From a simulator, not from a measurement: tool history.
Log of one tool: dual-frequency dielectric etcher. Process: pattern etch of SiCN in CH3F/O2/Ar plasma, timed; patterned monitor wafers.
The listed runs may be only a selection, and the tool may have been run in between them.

run	hour	source power (kW)	bias power (kW)	etch time (s)	mean etch depth across the wafer (Å)
1	0.0	0.460	0.066	29.5	114.33
2	4.1	0.460	0.062	29.5	111.84
3	5.9	0.450	0.062	29.5	110.49
4	10.0	0.440	0.062	29.5	109.98
5	16.2	0.430	0.062	29.5	109.52
6	24.7	0.390	0.062	29.5	106.78
7	32.7	0.390	0.062	29.5	107.33

The next listed run, before its measurement:
8	38.4	0.380	0.062	29.5	?

Run 8 measured mean etch depth across the wafer (Å) 106.60.
